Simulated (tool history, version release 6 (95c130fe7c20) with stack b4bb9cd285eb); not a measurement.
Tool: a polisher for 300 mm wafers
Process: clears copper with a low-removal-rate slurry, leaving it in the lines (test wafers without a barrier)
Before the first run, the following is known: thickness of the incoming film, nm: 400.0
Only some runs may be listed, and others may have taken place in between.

| run | day | flow of slurry (ml/min) | pressure of the wafer on the pad (kPa) | speed of the pad under the wafer (m/s) | abrasive content of the slurry | overpolish time after the end point (s) | time until the end point was called (s) | dishing of a wide line in a test structure (nm) |
|---|---|---|---|---|---|---|---|---|
| 1 | 0.000 | 155 | 20.0 | 0.96 | 1.0 | 26 | 169.60 | 42.727 |
| 2 | 0.083 | 155 | 20.0 | 0.96 | 1.0 | 22 | 174.45 | 36.499 |
| 3 | 0.358 | 175 | 20.0 | 0.96 | 1.0 | 22 | 165.56 | 37.318 |
| 4 | 0.567 | 145 | 20.0 | 0.96 | 1.0 | 22 | 171.86 | 36.758 |
| 5 | 0.721 | 145 | 20.0 | 1.14 | 1.0 | 22 | 147.14 | 42.771 |
| 6 | 0.758 | 145 | 24.1 | 1.14 | 1.0 | 22 | 132.09 | 47.019 |

Run 7, settings as shown, results not yet in. Your forecast:
| 7 | 0.946 | 140 | 20.7 | 1.12 | 1.0 | 24 | ? | ? |

time until the end point was called (s): 147.44
dishing of a wide line in a test structure (nm): 45.049
